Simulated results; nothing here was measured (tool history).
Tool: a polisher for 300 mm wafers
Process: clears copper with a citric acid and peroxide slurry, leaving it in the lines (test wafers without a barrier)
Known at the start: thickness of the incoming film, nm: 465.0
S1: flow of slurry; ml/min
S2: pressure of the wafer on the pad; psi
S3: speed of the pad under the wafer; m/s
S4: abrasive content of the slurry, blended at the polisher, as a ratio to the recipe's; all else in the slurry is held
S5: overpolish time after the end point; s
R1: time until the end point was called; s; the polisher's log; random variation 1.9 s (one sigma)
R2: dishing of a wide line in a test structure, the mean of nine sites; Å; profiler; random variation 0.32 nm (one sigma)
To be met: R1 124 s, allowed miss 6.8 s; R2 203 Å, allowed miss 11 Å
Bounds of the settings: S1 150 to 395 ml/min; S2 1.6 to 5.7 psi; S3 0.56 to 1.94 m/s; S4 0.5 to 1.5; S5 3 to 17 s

{"run": 1, "day": 0.0, "S1": 250, "S2": 3.6, "S3": 1.24, "S4": 1, "S5": 9, "R1": 179.44, "R2": 173.59}
{"run": 2, "day": 0.1, "S1": 250, "S2": 3.2, "S3": 1.24, "S4": 1, "S5": 9, "R1": 203.27, "R2": 161.23}
{"run": 3, "day": 0.138, "S1": 250, "S2": 3.4, "S3": 1.24, "S4": 1, "S5": 9, "R1": 190.69, "R2": 166.18}
{"run": 4, "day": 0.2, "S1": 250, "S2": 3.4, "S3": 1.24, "S4": 1, "S5": 11, "R1": 189.93, "R2": 202.56}
{"run": 5, "day": 0.546, "S1": 250, "S2": 3.4, "S3": 1.38, "S4": 1, "S5": 11, "R1": 173.5, "R2": 225.17}
{"run": 6, "day": 0.892, "S1": 190, "S2": 3.4, "S3": 1.38, "S4": 1, "S5": 11, "R1": 175.53, "R2": 217.91}
{"run": 7, "day": 1.204, "S1": 190, "S2": 3.6, "S3": 1.38, "S4": 1, "S5": 11, "R1": 165.58, "R2": 234.09}
{"run": 8, "day": 1.262, "S1": 190, "S2": 3.7, "S3": 1.38, "S4": 1, "S5": 10, "R1": 160.08, "R2": 213.74}
{"run": 9, "day": 1.612, "S1": 190, "S2": 3.8, "S3": 1.38, "S4": 1, "S5": 10, "R1": 161.49, "R2": 219.61}
{"run": 10, "day": 1.75, "S1": 190, "S2": 3.9, "S3": 1.38, "S4": 1, "S5": 9, "R1": 155.6, "R2": 207.63}
{"run": 11, "day": 2.096, "S1": 190, "S2": 4, "S3": 1.38, "S4": 1, "S5": 9, "R1": 153.91, "R2": 216.25}
{"run": 12, "day": 2.229, "S1": 190, "S2": 4.1, "S3": 1.38, "S4": 1, "S5": 8, "R1": 153.19, "R2": 192.89}
{"run": 13, "day": 2.471, "S1": 190, "S2": 4.2, "S3": 1.38, "S4": 1, "S5": 8, "R1": 142.71, "R2": 204.6}

5 next moves are on the table. One of them brings every result within its allowed miss. Which?
{"run": "A", "day": 2.712, "S1": 245, "S2": 4.3, "S3": 1.64, "S4": 0.6, "S5": 7, "R1": "?", "R2": "?"}
{"run": "B", "day": 2.712, "S1": 215, "S2": 4.7, "S3": 1.38, "S4": 1.15, "S5": 6, "R1": "?", "R2": "?"}
{"run": "C", "day": 2.712, "S1": 265, "S2": 5, "S3": 1.54, "S4": 0.85, "S5": 6, "R1": "?", "R2": "?"}
{"run": "D", "day": 2.712, "S1": 290, "S2": 4.9, "S3": 1.32, "S4": 1.05, "S5": 6, "R1": "?", "R2": "?"}
{"run": "E", "day": 2.712, "S1": 195, "S2": 4.7, "S3": 1.42, "S4": 1.1, "S5": 6, "R1": "?", "R2": "?"}

move=A R1=129.26 R2=202.6
move=B R1=129.54 R2=174.91
move=C R1=112.28 R2=200.53
move=D R1=127.9 R2=177.14
move=E R1=128.34 R2=176.46
A: meets every target
B: brings the result that was furthest off to its target, and leaves another outside
C: takes the result that was furthest off past its target
D: brings the result that was furthest off to its target, and leaves another outside
E: brings the result that was furthest off to its target, and leaves another outside
Move A is the one to make.
